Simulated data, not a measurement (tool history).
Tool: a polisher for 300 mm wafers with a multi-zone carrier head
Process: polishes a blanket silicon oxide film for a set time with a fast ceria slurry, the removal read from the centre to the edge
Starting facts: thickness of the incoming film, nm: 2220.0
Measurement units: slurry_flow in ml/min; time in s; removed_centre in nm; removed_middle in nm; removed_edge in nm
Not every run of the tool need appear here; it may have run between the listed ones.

Run 1, hour 0: slurry_flow 320 ml/min, centre_zone 1, middle_zone 1, edge_zone 1, time 56 s. Result: removed_centre 828.87 nm, removed_middle 790.3 nm, removed_edge 814.15 nm.
Run 2, hour 3.3: slurry_flow 320 ml/min, centre_zone 1, middle_zone 0.92, edge_zone 1, time 56 s. Result: removed_centre 829.93 nm, removed_middle 762.75 nm, removed_edge 811.87 nm.
Run 3, hour 6.5: slurry_flow 320 ml/min, centre_zone 1, middle_zone 0.92, edge_zone 0.93, time 56 s. Result: removed_centre 827.84 nm, removed_middle 753.03 nm, removed_edge 801.85 nm.
Run 4, hour 12.2: slurry_flow 320 ml/min, centre_zone 1, middle_zone 0.93, edge_zone 0.92, time 50 s. Result: removed_centre 757.49 nm, removed_middle 671.2 nm, removed_edge 711.68 nm.
Run 5, hour 19.6: slurry_flow 320 ml/min, centre_zone 1, middle_zone 0.93, edge_zone 0.97, time 50 s. Result: removed_centre 743.43 nm, removed_middle 660.1 nm, removed_edge 720.51 nm.
Run 6, hour 22.8: slurry_flow 255 ml/min, centre_zone 1, middle_zone 0.93, edge_zone 0.97, time 50 s. Result: removed_centre 720.83 nm, removed_middle 659.03 nm, removed_edge 703.95 nm.
Run 7, hour 31.6: slurry_flow 250 ml/min, centre_zone 0.99, middle_zone 0.95, edge_zone 0.95, time 47 s. Result: removed_centre 673.81 nm, removed_middle 636.8 nm, removed_edge 667.63 nm.
Run 8, hour 38.6: slurry_flow 250 ml/min, centre_zone 0.99, middle_zone 0.95, edge_zone 0.95, time 47 s. Result: removed_centre 684.53 nm, removed_middle 643.59 nm, removed_edge 669.05 nm.
Run 9, hour 40.2: slurry_flow 245 ml/min, centre_zone 0.98, middle_zone 0.95, edge_zone 0.94, time 45 s. Result: removed_centre 636.33 nm, removed_middle 593.79 nm, removed_edge 624.29 nm.

What does the tool deliver on the next run?
Run 10, hour 45.1: slurry_flow 245 ml/min, centre_zone 0.98, middle_zone 0.95, edge_zone 0.94, time 45 s. Result: removed_centre ?, removed_middle ?, removed_edge ?.

{"run 10": {"removed_centre": 633.14, "removed_middle": 598.77, "removed_edge": 632.22}}
